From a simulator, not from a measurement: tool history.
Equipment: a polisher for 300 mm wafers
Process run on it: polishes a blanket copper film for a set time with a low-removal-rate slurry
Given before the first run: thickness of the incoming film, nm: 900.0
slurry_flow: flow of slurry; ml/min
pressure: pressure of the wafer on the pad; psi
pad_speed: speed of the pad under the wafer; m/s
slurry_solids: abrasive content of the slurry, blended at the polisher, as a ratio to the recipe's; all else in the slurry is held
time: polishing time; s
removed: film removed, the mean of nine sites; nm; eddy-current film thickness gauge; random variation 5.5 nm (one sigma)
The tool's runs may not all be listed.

| run | hour | slurry_flow | pressure | pad_speed | slurry_solids | time | removed |
|---|---|---|---|---|---|---|---|
| 1 | 0.0 | 145 | 3.2 | 0.92 | 1.0 | 91 | 254.59 |
| 2 | 2.6 | 145 | 3.2 | 0.70 | 1.0 | 91 | 205.21 |
| 3 | 5.4 | 145 | 3.2 | 0.90 | 1.0 | 91 | 248.49 |
| 4 | 14.1 | 145 | 3.4 | 0.90 | 1.0 | 91 | 263.46 |
| 5 | 19.1 | 145 | 3.5 | 0.90 | 1.0 | 91 | 274.15 |
| 6 | 25.7 | 145 | 2.9 | 0.90 | 1.0 | 91 | 234.09 |
| 7 | 34.3 | 145 | 3.1 | 0.90 | 1.0 | 91 | 246.22 |
| 8 | 38.0 | 145 | 3.3 | 0.90 | 1.0 | 91 | 257.51 |

Run 9 is up next; what results do you expect?
| 9 | 41.9 | 145 | 3.5 | 0.90 | 1.0 | 91 | ? |

Logged for run 9: removed 274.85 nm.

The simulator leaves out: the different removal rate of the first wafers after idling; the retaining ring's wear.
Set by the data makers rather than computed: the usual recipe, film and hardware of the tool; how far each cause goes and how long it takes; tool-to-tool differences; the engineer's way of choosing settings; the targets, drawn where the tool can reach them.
